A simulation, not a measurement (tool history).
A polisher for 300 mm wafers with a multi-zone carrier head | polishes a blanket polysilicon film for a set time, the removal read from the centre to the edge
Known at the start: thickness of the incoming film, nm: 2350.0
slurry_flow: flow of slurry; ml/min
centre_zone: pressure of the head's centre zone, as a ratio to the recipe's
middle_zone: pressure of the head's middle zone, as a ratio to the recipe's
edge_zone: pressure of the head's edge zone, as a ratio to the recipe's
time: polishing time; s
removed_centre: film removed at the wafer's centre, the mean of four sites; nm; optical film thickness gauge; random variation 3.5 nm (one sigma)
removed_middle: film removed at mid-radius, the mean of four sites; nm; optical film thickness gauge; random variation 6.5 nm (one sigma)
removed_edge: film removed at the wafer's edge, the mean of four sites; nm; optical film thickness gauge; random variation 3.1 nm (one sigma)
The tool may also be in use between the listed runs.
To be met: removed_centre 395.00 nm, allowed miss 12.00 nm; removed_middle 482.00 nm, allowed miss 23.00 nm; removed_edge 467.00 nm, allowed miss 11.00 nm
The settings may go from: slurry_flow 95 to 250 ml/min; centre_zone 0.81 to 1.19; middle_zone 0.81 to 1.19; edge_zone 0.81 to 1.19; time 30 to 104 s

{"run": 1, "day": 0.0, "slurry_flow": 160, "centre_zone": 1.0, "middle_zone": 1.0, "edge_zone": 1.0, "time": 67, "removed_centre": 454.21, "removed_middle": 467.08, "removed_edge": 484.15}
{"run": 2, "day": 0.167, "slurry_flow": 150, "centre_zone": 0.98, "middle_zone": 1.02, "edge_zone": 1.0, "time": 67, "removed_centre": 444.72, "removed_middle": 470.72, "removed_edge": 475.21}
{"run": 3, "day": 0.208, "slurry_flow": 150, "centre_zone": 0.98, "middle_zone": 1.02, "edge_zone": 1.08, "time": 67, "removed_centre": 447.06, "removed_middle": 472.61, "removed_edge": 498.85}
{"run": 4, "day": 0.354, "slurry_flow": 150, "centre_zone": 0.98, "middle_zone": 1.02, "edge_zone": 1.12, "time": 67, "removed_centre": 451.45, "removed_middle": 474.5, "removed_edge": 509.49}
{"run": 5, "day": 0.521, "slurry_flow": 150, "centre_zone": 1.04, "middle_zone": 1.02, "edge_zone": 1.12, "time": 67, "removed_centre": 473.02, "removed_middle": 471.4, "removed_edge": 506.08}
{"run": 6, "day": 0.792, "slurry_flow": 150, "centre_zone": 1.04, "middle_zone": 0.94, "edge_zone": 1.12, "time": 67, "removed_centre": 480.42, "removed_middle": 434.29, "removed_edge": 510.1}
{"run": 7, "day": 0.9, "slurry_flow": 140, "centre_zone": 1.01, "middle_zone": 0.97, "edge_zone": 1.1, "time": 67, "removed_centre": 453.53, "removed_middle": 453.8, "removed_edge": 493.63}
{"run": 8, "day": 1.021, "slurry_flow": 130, "centre_zone": 0.99, "middle_zone": 0.98, "edge_zone": 1.1, "time": 67, "removed_centre": 443.33, "removed_middle": 450.01, "removed_edge": 490.86}
{"run": 9, "day": 1.212, "slurry_flow": 125, "centre_zone": 0.97, "middle_zone": 1.0, "edge_zone": 1.09, "time": 67, "removed_centre": 426.37, "removed_middle": 460.03, "removed_edge": 488.72}
{"run": 10, "day": 1.379, "slurry_flow": 120, "centre_zone": 0.96, "middle_zone": 1.01, "edge_zone": 1.08, "time": 67, "removed_centre": 421.38, "removed_middle": 455.18, "removed_edge": 484.96}
{"run": 11, "day": 1.55, "slurry_flow": 105, "centre_zone": 0.9, "middle_zone": 1.11, "edge_zone": 1.02, "time": 66, "removed_centre": 377.21, "removed_middle": 462.54, "removed_edge": 456.07}

4 next moves are on the table. One of them brings every result within its allowed miss. Which?
{"run": "A", "day": 1.721, "slurry_flow": 130, "centre_zone": 0.92, "middle_zone": 1.05, "edge_zone": 1.07, "time": 60, "removed_centre": "?", "removed_middle": "?", "removed_edge": "?"}
{"run": "B", "day": 1.721, "slurry_flow": 145, "centre_zone": 0.87, "middle_zone": 1.09, "edge_zone": 0.99, "time": 66, "removed_centre": "?", "removed_middle": "?", "removed_edge": "?"}
{"run": "C", "day": 1.721, "slurry_flow": 95, "centre_zone": 0.98, "middle_zone": 1.07, "edge_zone": 1.01, "time": 66, "removed_centre": "?", "removed_middle": "?", "removed_edge": "?"}
{"run": "D", "day": 1.721, "slurry_flow": 95, "centre_zone": 0.83, "middle_zone": 1.19, "edge_zone": 1.03, "time": 67, "removed_centre": "?", "removed_middle": "?", "removed_edge": "?"}

move=A removed_centre=371.15 removed_middle=416.92 removed_edge=432.62
move=B removed_centre=397.54 removed_middle=480.48 removed_edge=464.78
move=C removed_centre=398.89 removed_middle=432.71 removed_edge=440.35
move=D removed_centre=348.85 removed_middle=473.05 removed_edge=450.74
A: further off than the last run
B: meets every target
C: brings the result that was furthest off to its target, and leaves another outside
D: further off than the last run
Answer: B
